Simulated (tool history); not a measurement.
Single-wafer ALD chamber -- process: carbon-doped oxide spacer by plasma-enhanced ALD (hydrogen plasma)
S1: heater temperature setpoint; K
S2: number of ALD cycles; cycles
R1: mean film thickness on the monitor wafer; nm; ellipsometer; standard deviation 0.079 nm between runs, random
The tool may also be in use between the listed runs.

Run 1, hour 0: S1 668.15 K, S2 575 cycles. Result: R1 29.372 nm.
Run 2, hour 6.9: S1 668.15 K, S2 649 cycles. Result: R1 33.258 nm.
Run 3, hour 10.6: S1 668.15 K, S2 711 cycles. Result: R1 36.245 nm.
Run 4, hour 15.4: S1 668.15 K, S2 653 cycles. Result: R1 33.635 nm.
Run 5, hour 22.1: S1 668.15 K, S2 612 cycles. Result: R1 31.398 nm.
Run 6, hour 28.9: S1 668.15 K, S2 571 cycles. Result: R1 29.132 nm.
Run 7, hour 33.3: S1 668.15 K, S2 558 cycles. Result: R1 28.658 nm.
Run 8, hour 40.1: S1 668.15 K, S2 547 cycles. Result: R1 28.044 nm.
Run 9, hour 46.1: S1 668.15 K, S2 547 cycles. Result: R1 27.961 nm.
Run 10, hour 55.9: S1 668.15 K, S2 541 cycles. Result: R1 27.616 nm.

Estimate the outcome of run 11 from the log above:
Run 11, hour 62.5: S1 668.15 K, S2 537 cycles. Result: R1 ?.

{"run 11": {"R1": 27.555}}
